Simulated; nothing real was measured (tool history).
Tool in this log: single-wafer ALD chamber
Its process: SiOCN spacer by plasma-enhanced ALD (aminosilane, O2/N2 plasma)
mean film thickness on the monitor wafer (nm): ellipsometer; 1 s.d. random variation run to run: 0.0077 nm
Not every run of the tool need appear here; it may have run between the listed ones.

run  hour  heater temperature setpoint (°C)  number of ALD cycles (cycles)  mean film thickness on the monitor wafer (nm)
  1   0.0                               405                             34                                         1.8577
  2   3.7                               407                             33                                         1.8034
  3   6.7                               407                             37                                         2.0194
  4  10.0                               409                             35                                         1.8772
  5  17.3                               413                             34                                         1.8143
  6  21.1                               413                             39                                         2.0654

For run 7, what comes out?
  7  22.7                               416                             37                                              ?

Logged for run 7: mean film thickness on the monitor wafer (nm) 1.9506.

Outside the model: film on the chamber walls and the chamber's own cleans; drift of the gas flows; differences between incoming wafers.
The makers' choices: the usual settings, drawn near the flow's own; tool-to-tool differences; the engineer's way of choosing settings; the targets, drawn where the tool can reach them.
